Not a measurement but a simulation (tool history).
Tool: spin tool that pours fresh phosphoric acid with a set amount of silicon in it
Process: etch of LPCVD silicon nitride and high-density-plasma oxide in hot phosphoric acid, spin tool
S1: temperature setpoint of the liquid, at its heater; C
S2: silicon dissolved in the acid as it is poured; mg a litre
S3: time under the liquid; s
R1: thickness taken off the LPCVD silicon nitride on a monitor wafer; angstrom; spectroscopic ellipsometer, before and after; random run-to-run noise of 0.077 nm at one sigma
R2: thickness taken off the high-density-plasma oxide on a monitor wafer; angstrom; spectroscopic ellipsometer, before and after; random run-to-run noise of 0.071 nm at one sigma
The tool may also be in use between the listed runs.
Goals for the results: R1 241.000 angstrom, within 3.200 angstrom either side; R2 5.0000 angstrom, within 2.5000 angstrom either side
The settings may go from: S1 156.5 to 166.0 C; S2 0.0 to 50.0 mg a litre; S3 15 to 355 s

{"run": 1, "hour": 0.0, "S1": 161.0, "S2": 27.0, "S3": 180, "R1": 159.19, "R2": 2.2757}
{"run": 2, "hour": 3.8, "S1": 161.0, "S2": 33.5, "S3": 180, "R1": 158.0, "R2": 1.936}
{"run": 3, "hour": 9.9, "S1": 161.0, "S2": 33.5, "S3": 105, "R1": 93.104, "R2": 1.0287}
{"run": 4, "hour": 11.3, "S1": 162.5, "S2": 30.0, "S3": 145, "R1": 134.75, "R2": 1.7939}
{"run": 5, "hour": 12.5, "S1": 162.5, "S2": 30.0, "S3": 215, "R1": 199.41, "R2": 3.0781}
{"run": 6, "hour": 18.7, "S1": 163.5, "S2": 28.5, "S3": 220, "R1": 211.88, "R2": 3.6918}
{"run": 7, "hour": 23.7, "S1": 164.0, "S2": 28.0, "S3": 225, "R1": 220.09, "R2": 3.7714}
{"run": 8, "hour": 25.7, "S1": 164.5, "S2": 26.5, "S3": 230, "R1": 227.92, "R2": 2.8987}
{"run": 9, "hour": 30.5, "S1": 164.5, "S2": 17.5, "S3": 235, "R1": 234.05, "R2": 5.7081}
{"run": 10, "hour": 37.7, "S1": 165.0, "S2": 18.5, "S3": 235, "R1": 236.57, "R2": 6.7506}

Next run, 4 choices. One meets every target within its allowed miss, the rest don't. Which?
{"run": "A", "hour": 44.9, "S1": 165.0, "S2": 47.0, "S3": 245, "R1": "?", "R2": "?"}
{"run": "B", "hour": 44.9, "S1": 165.5, "S2": 18.5, "S3": 235, "R1": "?", "R2": "?"}
{"run": "C", "hour": 44.9, "S1": 165.0, "S2": 16.5, "S3": 230, "R1": "?", "R2": "?"}
{"run": "D", "hour": 44.9, "S1": 166.0, "S2": 50.0, "S3": 225, "R1": "?", "R2": "?"}

move=A R1=247.070 R2=1.2780
move=B R1=240.900 R2=4.4392
move=C R1=231.940 R2=4.4200
move=D R1=234.460 R2=1.2616
A: takes the result that was furthest off past its target
B: all results land within tolerance of their targets
C: misses by more than the last run did
D: misses by more than the last run did
Move B is the one to make.
